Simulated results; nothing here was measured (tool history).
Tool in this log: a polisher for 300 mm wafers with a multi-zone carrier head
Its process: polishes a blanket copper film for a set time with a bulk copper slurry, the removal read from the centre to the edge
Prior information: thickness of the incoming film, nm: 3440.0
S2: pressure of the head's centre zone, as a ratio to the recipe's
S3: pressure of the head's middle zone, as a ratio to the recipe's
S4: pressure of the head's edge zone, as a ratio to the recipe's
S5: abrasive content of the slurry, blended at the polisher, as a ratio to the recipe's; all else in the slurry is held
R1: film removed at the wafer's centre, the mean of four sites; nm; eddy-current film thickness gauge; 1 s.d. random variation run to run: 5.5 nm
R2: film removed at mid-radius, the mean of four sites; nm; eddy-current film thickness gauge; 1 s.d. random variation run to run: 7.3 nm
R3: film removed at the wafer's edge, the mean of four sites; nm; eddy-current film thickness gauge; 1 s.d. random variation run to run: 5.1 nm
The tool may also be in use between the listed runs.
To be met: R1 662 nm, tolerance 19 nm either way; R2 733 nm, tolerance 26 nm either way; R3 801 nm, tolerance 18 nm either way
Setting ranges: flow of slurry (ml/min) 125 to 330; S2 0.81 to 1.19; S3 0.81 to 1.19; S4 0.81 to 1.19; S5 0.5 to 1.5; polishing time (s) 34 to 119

Run 1, hour 0: flow of slurry (ml/min) 210, S2 1, S3 1, S4 1, S5 1, polishing time (s) 76. Result: R1 1052.7 nm, R2 1070.6 nm, R3 1056.7 nm.
Run 2, hour 1.6: flow of slurry (ml/min) 200, S2 0.96, S3 0.97, S4 0.99, S5 0.9, polishing time (s) 74. Result: R1 957.43 nm, R2 966.44 nm, R3 1017.9 nm.
Run 3, hour 7.3: flow of slurry (ml/min) 200, S2 0.96, S3 0.97, S4 0.99, S5 0.9, polishing time (s) 63. Result: R1 808.95 nm, R2 816.5 nm, R3 864.33 nm.
Run 4, hour 13.8: flow of slurry (ml/min) 200, S2 0.96, S3 0.9, S4 0.99, S5 0.9, polishing time (s) 63. Result: R1 797.24 nm, R2 756.46 nm, R3 861.66 nm.
Run 5, hour 17: flow of slurry (ml/min) 200, S2 0.96, S3 0.9, S4 0.99, S5 0.9, polishing time (s) 79. Result: R1 1008.5 nm, R2 990.4 nm, R3 1078.8 nm.
Run 6, hour 25.3: flow of slurry (ml/min) 195, S2 0.93, S3 0.91, S4 0.96, S5 0.8, polishing time (s) 77. Result: R1 922.25 nm, R2 905.89 nm, R3 1009.4 nm.
Run 7, hour 31.6: flow of slurry (ml/min) 185, S2 0.91, S3 0.93, S4 0.94, S5 0.75, polishing time (s) 75. Result: R1 868.76 nm, R2 911.68 nm, R3 939.83 nm.
Run 8, hour 36.4: flow of slurry (ml/min) 175, S2 0.89, S3 0.92, S4 0.94, S5 0.7, polishing time (s) 74. Result: R1 822.94 nm, R2 847.35 nm, R3 925.02 nm.
Run 9, hour 42.4: flow of slurry (ml/min) 170, S2 0.87, S3 0.92, S4 0.93, S5 0.65, polishing time (s) 73. Result: R1 780.21 nm, R2 841.33 nm, R3 892.09 nm.
Run 10, hour 48.5: flow of slurry (ml/min) 170, S2 0.87, S3 0.92, S4 0.93, S5 0.65, polishing time (s) 73. Result: R1 774.02 nm, R2 828.34 nm, R3 893.25 nm.
Run 11, hour 49.8: flow of slurry (ml/min) 165, S2 0.86, S3 0.91, S4 0.92, S5 0.6, polishing time (s) 73. Result: R1 737.03 nm, R2 796.46 nm, R3 874 nm.
Run 12, hour 57.2: flow of slurry (ml/min) 160, S2 0.85, S3 0.9, S4 0.9, S5 0.6, polishing time (s) 73. Result: R1 732.09 nm, R2 796.37 nm, R3 858.21 nm.
Run 13, hour 65.6: flow of slurry (ml/min) 155, S2 0.84, S3 0.89, S4 0.89, S5 0.6, polishing time (s) 73. Result: R1 710.72 nm, R2 785.89 nm, R3 850.52 nm.
Run 14, hour 67.3: flow of slurry (ml/min) 150, S2 0.84, S3 0.88, S4 0.88, S5 0.6, polishing time (s) 73. Result: R1 727.7 nm, R2 764.42 nm, R3 841.14 nm.
Run 15, hour 75.7: flow of slurry (ml/min) 140, S2 0.81, S3 0.9, S4 0.89, S5 0.5, polishing time (s) 70. Result: R1 619.27 nm, R2 709.09 nm, R3 778.53 nm.
Run 16, hour 81.9: flow of slurry (ml/min) 185, S2 0.83, S3 0.9, S4 0.9, S5 0.5, polishing time (s) 70. Result: R1 677.84 nm, R2 766.39 nm, R3 813.38 nm.
Run 17, hour 89.5: flow of slurry (ml/min) 180, S2 0.83, S3 0.9, S4 0.9, S5 0.5, polishing time (s) 70. Result: R1 678.23 nm, R2 759.39 nm, R3 805.24 nm.

Exactly one of the 5 candidate moves below puts every result within its allowed miss. Which one?
Run A, hour 97.1: flow of slurry (ml/min) 125, S2 0.84, S3 0.91, S4 0.9, S5 0.55, polishing time (s) 72. Result: R1 ?, R2 ?, R3 ?.
Run B, hour 97.1: flow of slurry (ml/min) 130, S2 0.89, S3 0.81, S4 0.95, S5 0.5, polishing time (s) 74. Result: R1 ?, R2 ?, R3 ?.
Run C, hour 97.1: flow of slurry (ml/min) 170, S2 0.81, S3 0.81, S4 0.86, S5 0.55, polishing time (s) 70. Result: R1 ?, R2 ?, R3 ?.
Run D, hour 97.1: flow of slurry (ml/min) 160, S2 0.83, S3 0.82, S4 0.91, S5 0.6, polishing time (s) 68. Result: R1 ?, R2 ?, R3 ?.
Run E, hour 97.1: flow of slurry (ml/min) 195, S2 0.89, S3 0.81, S4 0.87, S5 0.6, polishing time (s) 64. Result: R1 ?, R2 ?, R3 ?.

move      R1      R2      R3
   A  665.09  726.44   793.2
   B  721.06   674.3  829.51
   C  676.77  690.84  797.16
   D  675.07  679.97  799.76
   E  710.64  657.45  757.95
A: all results land within tolerance of their targets
B: takes the biggest miss from the last run beyond its target
C: takes the biggest miss from the last run beyond its target
D: takes the biggest miss from the last run beyond its target
E: takes the biggest miss from the last run beyond its target
The right move is A.
